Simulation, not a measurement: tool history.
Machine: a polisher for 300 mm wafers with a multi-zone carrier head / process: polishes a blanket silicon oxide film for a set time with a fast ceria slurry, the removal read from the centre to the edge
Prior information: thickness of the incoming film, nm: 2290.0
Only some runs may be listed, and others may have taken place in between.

run,day,flow of slurry (ml/min),pressure of the head's centre zone,pressure of the head's middle zone,pressure of the head's edge zone,polishing time (s),film removed at the wafer's centre (angstrom),film removed at mid-radius (angstrom),film removed at the wafer's edge (angstrom)
1,0,135,1,1,1,47,9429.1,9210.2,9679.9
2,0.242,135,1,1,1,42,8442.3,8270.6,8596.6
3,0.608,135,1,1,0.93,42,8352.9,8279.7,8247.7
4,0.688,155,1,1,0.93,42,8678.5,8447.9,8450.5
5,0.742,155,1,1,0.93,34,7066.2,6884.8,6693.5
6,0.8,145,1,1.02,0.97,38,7731.4,7707.5,7553.2
7,1.042,135,1,1.03,1,42,8443.3,8421.9,8506.8
8,1.292,130,1,1.04,1.03,45,8987.2,9074.9,9070.7
9,1.433,130,1,1.04,1.03,45,9032.9,8910.8,9095.8
10,1.575,135,0.98,1.04,1.05,47,9299.8,9716.2,9816.6
11,1.692,145,0.98,1.03,1.08,48,9512.5,9920.6,10201
12,1.779,150,0.98,1.03,1.1,49,9818,10261,10468
13,2,150,0.98,1.02,1.11,50,9986.8,10080,10664
14,2.283,150,0.98,1.02,1.12,51,10170,10343,10849
15,2.583,150,0.98,1.02,1.13,52,10307,10626,11031
16,2.738,150,0.97,1.01,1.14,53,10646,10722,11495
17,2.792,155,0.96,1.01,1.15,53,10514,10752,11498

What will run 18 give?
18,2.846,160,0.96,1.01,1.16,53,?,?,?

film removed at the wafer's centre (angstrom): 10520
film removed at mid-radius (angstrom): 10835
film removed at the wafer's edge (angstrom): 11625

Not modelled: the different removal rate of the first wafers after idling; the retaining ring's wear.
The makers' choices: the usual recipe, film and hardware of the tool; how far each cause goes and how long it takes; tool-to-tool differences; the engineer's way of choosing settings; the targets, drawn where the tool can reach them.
